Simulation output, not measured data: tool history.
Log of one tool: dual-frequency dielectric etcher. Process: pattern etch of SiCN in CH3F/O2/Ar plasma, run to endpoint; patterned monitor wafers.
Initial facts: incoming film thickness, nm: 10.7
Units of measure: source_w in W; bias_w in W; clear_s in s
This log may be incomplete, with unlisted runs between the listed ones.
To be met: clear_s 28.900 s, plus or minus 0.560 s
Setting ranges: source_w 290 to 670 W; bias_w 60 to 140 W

Run 1, hour 0.0: source_w 480 W, bias_w 100 W. Result: clear_s 24.379 s.
Run 2, hour 1.0: source_w 440 W, bias_w 97 W. Result: clear_s 25.032 s.
Run 3, hour 4.6: source_w 510 W, bias_w 97 W. Result: clear_s 23.847 s.
Run 4, hour 13.1: source_w 510 W, bias_w 84 W. Result: clear_s 24.735 s.
Run 5, hour 16.9: source_w 510 W, bias_w 90 W. Result: clear_s 24.363 s.
Run 6, hour 20.1: source_w 470 W, bias_w 87 W. Result: clear_s 24.992 s.
Run 7, hour 20.8: source_w 430 W, bias_w 81 W. Result: clear_s 26.455 s.
Run 8, hour 25.0: source_w 410 W, bias_w 80 W. Result: clear_s 27.099 s.

Exercise: of the 4 proposed moves below, exactly one satisfies all targets within the stated allowed misses. Which move is it?
Run A, hour 29.2: source_w 370 W, bias_w 60 W. Result: clear_s ?.
Run B, hour 29.2: source_w 360 W, bias_w 60 W. Result: clear_s ?.
Run C, hour 29.2: source_w 400 W, bias_w 74 W. Result: clear_s ?.
Run D, hour 29.2: source_w 340 W, bias_w 77 W. Result: clear_s ?.

move  clear_s
   A   29.986
   B   30.252
   C   27.723
   D   28.894
A: takes the result that was furthest off past its target
B: takes the result that was furthest off past its target
C: gains on the last run, yet a result remains outside its allowed miss
D: each result inside its tolerance
Correct choice: D, which meets every target

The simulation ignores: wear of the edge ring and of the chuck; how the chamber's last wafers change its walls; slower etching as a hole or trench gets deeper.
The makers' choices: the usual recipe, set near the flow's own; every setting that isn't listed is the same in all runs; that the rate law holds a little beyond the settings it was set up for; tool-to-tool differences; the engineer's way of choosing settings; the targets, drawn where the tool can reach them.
